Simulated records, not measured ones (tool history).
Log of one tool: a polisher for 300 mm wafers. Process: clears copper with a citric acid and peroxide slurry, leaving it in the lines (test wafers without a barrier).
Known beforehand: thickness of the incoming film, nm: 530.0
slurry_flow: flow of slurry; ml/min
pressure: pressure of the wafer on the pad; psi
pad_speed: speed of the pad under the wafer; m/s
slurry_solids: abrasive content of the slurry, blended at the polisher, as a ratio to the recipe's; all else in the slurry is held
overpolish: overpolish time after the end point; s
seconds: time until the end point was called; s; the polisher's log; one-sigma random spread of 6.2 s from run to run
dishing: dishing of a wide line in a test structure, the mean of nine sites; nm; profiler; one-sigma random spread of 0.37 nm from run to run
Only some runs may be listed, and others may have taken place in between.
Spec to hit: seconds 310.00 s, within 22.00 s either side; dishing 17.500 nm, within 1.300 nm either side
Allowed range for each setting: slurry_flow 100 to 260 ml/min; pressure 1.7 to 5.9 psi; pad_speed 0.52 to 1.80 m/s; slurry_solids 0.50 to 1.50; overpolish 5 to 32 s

run	hour	slurry_flow	pressure	pad_speed	slurry_solids	overpolish	seconds	dishing
1	0.0	165	3.8	1.16	1.00	16	187.39	32.554
2	5.4	165	3.8	1.04	1.00	16	217.69	30.295
3	13.4	135	3.8	1.04	1.00	16	218.81	28.955
4	15.7	135	3.8	1.04	1.20	16	212.65	29.157
5	20.5	135	3.5	1.04	1.20	15	230.89	27.594
6	27.9	155	3.5	1.04	1.20	15	223.54	28.504
7	32.4	155	3.3	1.02	1.20	14	231.87	25.527
8	35.1	155	3.1	1.00	1.20	13	243.50	21.429
9	42.1	150	2.1	0.96	1.20	15	328.51	19.232

Exercise: of the 5 proposed moves below, exactly one satisfies all targets within the stated allowed misses. Which move is it?
A	49.1	115	2.1	1.04	1.30	13	?	?
B	49.1	155	2.4	0.78	1.15	13	?	?
C	49.1	170	2.9	1.00	1.15	13	?	?
D	49.1	140	2.5	0.88	1.35	17	?	?
E	49.1	140	2.2	1.02	1.20	16	?	?

move	seconds	dishing
A	324.91	17.245
B	379.97	14.886
C	263.28	21.117
D	327.50	22.085
E	312.81	21.737
A: all results in spec
B: carries the result that was furthest off beyond its target, to the other side
C: moves away from the targets compared with the last run
D: moves away from the targets compared with the last run
E: moves away from the targets compared with the last run
Go with A: it meets all targets.

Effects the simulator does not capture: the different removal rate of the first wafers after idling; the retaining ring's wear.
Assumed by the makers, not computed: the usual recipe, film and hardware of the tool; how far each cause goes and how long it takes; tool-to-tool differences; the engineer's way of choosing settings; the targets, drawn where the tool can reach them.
